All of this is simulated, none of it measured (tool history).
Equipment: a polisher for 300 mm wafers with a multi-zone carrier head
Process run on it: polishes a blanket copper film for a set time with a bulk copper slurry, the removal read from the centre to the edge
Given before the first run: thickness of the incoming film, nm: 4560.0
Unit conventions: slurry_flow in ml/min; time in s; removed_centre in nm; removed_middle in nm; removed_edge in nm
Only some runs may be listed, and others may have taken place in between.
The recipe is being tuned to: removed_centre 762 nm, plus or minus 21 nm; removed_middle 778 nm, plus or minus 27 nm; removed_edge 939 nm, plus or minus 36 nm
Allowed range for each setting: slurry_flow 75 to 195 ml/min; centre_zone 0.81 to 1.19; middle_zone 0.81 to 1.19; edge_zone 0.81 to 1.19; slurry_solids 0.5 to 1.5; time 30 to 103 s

| run | hour | slurry_flow | centre_zone | middle_zone | edge_zone | slurry_solids | time | removed_centre | removed_middle | removed_edge |
|---|---|---|---|---|---|---|---|---|---|---|
| 1 | 0 | 125 | 1 | 1 | 1 | 1 | 66 | 1063.2 | 1033.1 | 1043.5 |
| 2 | 2.1 | 115 | 0.95 | 0.95 | 1 | 0.95 | 66 | 965.32 | 960.09 | 1019.8 |
| 3 | 6.3 | 115 | 0.95 | 0.99 | 1 | 0.95 | 66 | 955.6 | 992.11 | 1027.3 |
| 4 | 11.6 | 105 | 0.92 | 0.94 | 1 | 0.9 | 66 | 887.8 | 913.94 | 1011.3 |
| 5 | 16.5 | 105 | 0.92 | 1.02 | 1 | 0.9 | 66 | 889.9 | 978.64 | 984.76 |
| 6 | 17.8 | 120 | 0.92 | 1.02 | 1 | 0.9 | 66 | 940.75 | 1006.8 | 1012.7 |
| 7 | 21.9 | 110 | 0.91 | 0.97 | 0.99 | 0.85 | 66 | 882.61 | 918.34 | 996.89 |
| 8 | 26 | 110 | 0.91 | 0.97 | 0.99 | 0.85 | 66 | 886.03 | 943.27 | 984.51 |
| 9 | 33.5 | 100 | 0.9 | 0.93 | 0.99 | 0.8 | 66 | 842.41 | 880.6 | 949.85 |
| 10 | 37.1 | 95 | 0.89 | 0.9 | 1 | 0.8 | 66 | 807.97 | 844.81 | 945.61 |

Which of these 4 next moves meets every target?
| A | 40.7 | 100 | 0.84 | 0.89 | 1 | 0.65 | 64 | ? | ? | ? |
| B | 40.7 | 115 | 0.91 | 0.81 | 1.03 | 0.85 | 63 | ? | ? | ? |
| C | 40.7 | 85 | 0.87 | 1.04 | 0.95 | 0.8 | 63 | ? | ? | ? |
| D | 40.7 | 75 | 0.87 | 0.84 | 0.97 | 0.95 | 68 | ? | ? | ? |

| move | removed_centre | removed_middle | removed_edge |
|---|---|---|---|
| A | 704.68 | 772.32 | 892.94 |
| B | 839.89 | 786.4 | 977.88 |
| C | 706.27 | 849.73 | 865.89 |
| D | 744.81 | 768.62 | 952.28 |
A: meets the target for the result that was furthest off, but another lies outside its allowed miss
B: meets the target for the result that was furthest off, but another lies outside its allowed miss
C: moves away from the targets compared with the last run
D: every result within its allowed miss
Answer: D

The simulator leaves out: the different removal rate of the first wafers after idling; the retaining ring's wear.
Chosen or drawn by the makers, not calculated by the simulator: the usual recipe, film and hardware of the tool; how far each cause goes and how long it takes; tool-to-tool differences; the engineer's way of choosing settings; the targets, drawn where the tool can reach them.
